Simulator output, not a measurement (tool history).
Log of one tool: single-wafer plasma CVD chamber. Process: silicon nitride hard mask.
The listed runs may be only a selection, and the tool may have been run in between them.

| run | hour | heater temperature setpoint (deg C) | chamber pressure (Pa) | RF power (kW) | deposition time (s) | mean film thickness on the monitor wafer (angstrom) |
|---|---|---|---|---|---|---|
| 1 | 0 | 405 | 277 | 0.345 | 68 | 883.81 |
| 2 | 1.6 | 399 | 277 | 0.345 | 68 | 876.45 |
| 3 | 7.4 | 399 | 277 | 0.345 | 68 | 873.07 |
| 4 | 13.6 | 399 | 299 | 0.35 | 68 | 895.04 |
|  | 15.3 | capacitance manometer re-zeroed and calibrated |
| 5 | 15.3 | 399 | 315 | 0.355 | 68 | 919.39 |
| 6 | 19.6 | 399 | 324 | 0.355 | 68 | 913.41 |

Predict the results of run 7:
| 7 | 21.4 | 399 | 324 | 0.355 | 68 | ? |

{"run 7": {"mean film thickness on the monitor wafer (angstrom)": 924.46}}
